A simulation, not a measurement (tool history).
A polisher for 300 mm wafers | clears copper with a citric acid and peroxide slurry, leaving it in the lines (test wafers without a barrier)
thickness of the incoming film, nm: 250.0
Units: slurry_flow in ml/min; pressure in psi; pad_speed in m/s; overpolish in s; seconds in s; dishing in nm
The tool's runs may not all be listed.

run  hour  slurry_flow  pressure  pad_speed  slurry_solids  overpolish  seconds  dishing
  1   0.0          265       2.4       1.22            1.0          24  147.140   26.484
  2   7.2          265       3.0       1.22            1.0          24  118.040   31.295
  3  11.2          265       3.0       1.22            1.0          27  119.630   34.399
  4  15.4          265       3.1       1.22            1.0          29  120.690   37.144
  5  18.2          265       3.4       1.22            1.0          29  109.590   40.378
     23.9  -- worn pad replaced by a new one
  6  23.9          265       3.4       1.22            1.0          31   97.786   47.043

The next listed run, before its measurement:
  7  26.3          265       3.3       1.22            1.0          32        ?        ?

seconds: 97.926 s
dishing: 47.829 nm
